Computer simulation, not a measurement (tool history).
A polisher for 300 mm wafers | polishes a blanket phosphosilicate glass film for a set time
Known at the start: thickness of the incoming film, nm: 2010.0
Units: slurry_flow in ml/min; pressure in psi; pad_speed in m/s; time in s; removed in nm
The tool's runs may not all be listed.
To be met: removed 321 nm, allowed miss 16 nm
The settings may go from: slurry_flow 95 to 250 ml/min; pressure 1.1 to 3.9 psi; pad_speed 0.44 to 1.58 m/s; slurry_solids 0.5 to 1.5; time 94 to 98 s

run  hour  slurry_flow  pressure  pad_speed  slurry_solids  time  removed
  1     0          160       2.5          1              1    94   615.78
  2   7.1          160       2.2       0.98              1    94   544.39
  3  14.5          160         2       0.96              1    94    477.4
  4  15.6          160       1.8       0.96              1    94      431
  5  18.7          160       1.8       0.96              1    94   431.78
  6    27          160       1.7       0.96              1    94   408.79
  7  31.2          160       1.6       0.96              1    94   389.31
  8  39.8          160       1.5       0.96              1    94   365.12
  9  44.9          160       1.4       0.96              1    94      348

4 next moves are on the table. One of them brings every result within its allowed miss. Which?
  A    50          170       1.2          1            1.1    96        ?
  B    50          125       1.4        1.1            0.9    95        ?
  C    50          185       1.5       0.96            0.8    98        ?
  D    50          155       1.4       0.94           1.05    95        ?

move  removed
   A   324.87
   B   347.99
   C   354.61
   D   342.91
A: meets every target
B: as far off as the last run
C: further off than the last run
D: nearer than the last run, and not there yet
Move A is the one to make.
